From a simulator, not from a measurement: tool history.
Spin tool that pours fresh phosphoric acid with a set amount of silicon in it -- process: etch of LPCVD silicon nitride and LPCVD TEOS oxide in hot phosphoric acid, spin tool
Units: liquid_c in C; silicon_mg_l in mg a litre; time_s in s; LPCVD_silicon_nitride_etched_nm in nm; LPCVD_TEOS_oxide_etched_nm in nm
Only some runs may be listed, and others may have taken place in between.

run	hour	liquid_c	silicon_mg_l	time_s	LPCVD_silicon_nitride_etched_nm	LPCVD_TEOS_oxide_etched_nm
1	0	159	22.5	100	6.8819	0.24001
2	7.8	159	11.5	100	6.907	0.31223
3	11	159	11.5	75	5.1449	0.22505
4	16.5	159	16	80	5.5551	0.20416
5	17.1	159	20	85	5.8789	0.24069
6	21.4	158.5	23.5	90	6.0292	0.19155
7	30.2	158.5	26.5	95	6.4482	0.22702
8	30.7	159	29	100	6.9068	0.20331
9	34.5	159.5	31.5	105	7.304	0.1958
10	42.5	160	33.5	110	7.8316	0.19255
11	43.6	160.5	35.5	115	8.3934	0.20849
12	51.9	161	37	115	8.5003	0.1893
13	52.5	161.5	38.5	115	8.5947	0.17157
14	61.1	162	40	115	8.8691	0.17061
15	68.9	162	41	115	8.8421	0.166

The next listed run, before its measurement:
16	71.2	162	42	115	?	?

LPCVD_silicon_nitride_etched_nm: 8.7333 nm
LPCVD_TEOS_oxide_etched_nm: 0.12703 nm

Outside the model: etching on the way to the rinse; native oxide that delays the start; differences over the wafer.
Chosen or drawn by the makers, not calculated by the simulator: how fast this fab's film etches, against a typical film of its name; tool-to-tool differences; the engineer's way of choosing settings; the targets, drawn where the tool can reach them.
